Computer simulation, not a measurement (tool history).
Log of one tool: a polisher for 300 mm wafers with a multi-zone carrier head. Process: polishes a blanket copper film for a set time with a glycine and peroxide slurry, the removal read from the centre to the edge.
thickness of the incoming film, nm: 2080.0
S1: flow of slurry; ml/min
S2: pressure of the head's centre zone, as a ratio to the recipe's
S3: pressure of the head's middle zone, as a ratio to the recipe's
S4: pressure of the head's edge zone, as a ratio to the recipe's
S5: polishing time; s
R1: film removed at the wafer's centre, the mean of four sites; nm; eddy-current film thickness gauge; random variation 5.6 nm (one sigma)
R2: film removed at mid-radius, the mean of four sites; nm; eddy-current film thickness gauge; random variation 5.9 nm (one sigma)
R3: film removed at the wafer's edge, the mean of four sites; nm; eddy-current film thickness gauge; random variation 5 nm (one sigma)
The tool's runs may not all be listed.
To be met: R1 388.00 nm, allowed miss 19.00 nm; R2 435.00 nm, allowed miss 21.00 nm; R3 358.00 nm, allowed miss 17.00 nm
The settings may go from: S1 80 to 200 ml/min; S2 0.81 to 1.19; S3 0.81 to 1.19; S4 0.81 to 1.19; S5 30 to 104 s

run  hour   S1    S2    S3    S4  S5      R1      R2      R3
  1   0.0  130  1.00  1.00  1.00  67  446.38  475.90  505.12
  2   4.5  105  1.00  1.00  1.00  67  432.41  448.62  464.47
  3   8.5  100  1.00  1.02  0.98  66  420.74  429.90  461.71
  4  12.0  110  1.03  1.04  1.01  62  418.49  418.65  431.55
  5  18.3  115  1.03  1.06  1.01  61  411.85  439.32  444.92
  6  26.5  115  1.03  1.12  1.01  61  423.61  462.20  428.21
  7  31.8  110  1.03  1.13  0.99  60  410.19  438.09  426.22
  8  40.5  110  1.04  1.14  1.02  59  398.04  440.44  418.91
  9  45.7  115  1.04  1.15  1.00  57  400.69  442.95  401.24
     51.4  -- edge zone pressure recalibrated
 10  51.4  115  1.04  1.16  0.99  56  390.41  428.82  389.43
 11  53.6  125  1.02  1.19  0.89  57  394.03  455.26  381.81
 12  55.3  125  1.02  1.19  0.88  57  397.49  459.00  376.48

4 next moves are on the table. One of them brings every result within its allowed miss. Which?
  A  57.0  120  0.96  1.10  0.95  61   ?   ?   ?
  B  57.0  125  0.93  1.15  0.93  62   ?   ?   ?
  C  57.0  110  0.99  1.15  0.90  64   ?   ?   ?
  D  57.0  130  1.05  1.19  0.91  53   ?   ?   ?

move      R1      R2      R3
   A  387.73  441.63  405.25
   B  388.04  471.25  410.48
   C  406.82  470.11  407.66
   D  372.95  418.65  349.51
A: brings the result that was furthest off to its target, and leaves another outside
B: further off than the last run
C: further off than the last run
D: meets every target
The right move is D.
